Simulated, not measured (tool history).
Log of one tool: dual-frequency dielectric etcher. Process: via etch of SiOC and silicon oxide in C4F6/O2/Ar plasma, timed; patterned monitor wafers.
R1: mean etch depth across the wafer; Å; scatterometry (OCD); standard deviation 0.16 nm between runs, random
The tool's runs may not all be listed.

Run 1, day 0: source power (W) 380, bias power (W) 184, etch time (s) 51.5. Result: R1 547.38 Å.
Run 2, day 0.217: source power (W) 370, bias power (W) 183, etch time (s) 51.5. Result: R1 536.87 Å.
Run 3, day 0.329: source power (W) 360, bias power (W) 183, etch time (s) 51.5. Result: R1 534.8 Å.
Run 4, day 0.496: source power (W) 350, bias power (W) 182, etch time (s) 51.5. Result: R1 528.62 Å.
Run 5, day 0.638: source power (W) 350, bias power (W) 182, etch time (s) 47.5. Result: R1 485.42 Å.
Run 6, day 0.729: source power (W) 350, bias power (W) 158, etch time (s) 47.5. Result: R1 465.68 Å.
Run 7, day 0.942: source power (W) 360, bias power (W) 158, etch time (s) 47.5. Result: R1 473.35 Å.

Run 8 is up next; what results do you expect?
Run 8, day 1.258: source power (W) 370, bias power (W) 158, etch time (s) 47.5. Result: R1 ?.

For run 8 the tool returned R1 472.88 Å.

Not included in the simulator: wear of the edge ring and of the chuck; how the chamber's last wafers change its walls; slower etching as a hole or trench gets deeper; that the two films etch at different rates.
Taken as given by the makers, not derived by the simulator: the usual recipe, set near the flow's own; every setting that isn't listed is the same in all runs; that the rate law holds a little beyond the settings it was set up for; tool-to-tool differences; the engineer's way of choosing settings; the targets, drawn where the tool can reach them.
